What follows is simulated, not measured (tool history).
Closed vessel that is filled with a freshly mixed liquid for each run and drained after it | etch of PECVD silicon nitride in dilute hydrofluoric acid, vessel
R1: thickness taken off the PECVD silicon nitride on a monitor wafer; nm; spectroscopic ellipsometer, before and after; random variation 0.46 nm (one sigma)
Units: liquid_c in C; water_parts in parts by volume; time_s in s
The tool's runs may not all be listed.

Run 1, hour 0: liquid_c 25 C, water_parts 60 parts by volume, time_s 520 s. Result: R1 25.749 nm.
Run 2, hour 1.6: liquid_c 25 C, water_parts 60 parts by volume, time_s 390 s. Result: R1 19.357 nm.
Run 3, hour 8: liquid_c 25 C, water_parts 80 parts by volume, time_s 390 s. Result: R1 14.595 nm.
Run 4, hour 13.2: liquid_c 27.5 C, water_parts 60 parts by volume, time_s 430 s. Result: R1 25.33 nm.
Run 5, hour 21.7: liquid_c 27.5 C, water_parts 75 parts by volume, time_s 430 s. Result: R1 20.091 nm.
Run 6, hour 31.2: liquid_c 27.5 C, water_parts 75 parts by volume, time_s 520 s. Result: R1 24.495 nm.
Run 7, hour 39.8: liquid_c 31.5 C, water_parts 50 parts by volume, time_s 520 s. Result: R1 47.12 nm.

Run 8 comes next. What will it give?
Run 8, hour 48.3: liquid_c 33 C, water_parts 25 parts by volume, time_s 520 s. Result: R1 ?.

Run 8 gave R1 103.38 nm.
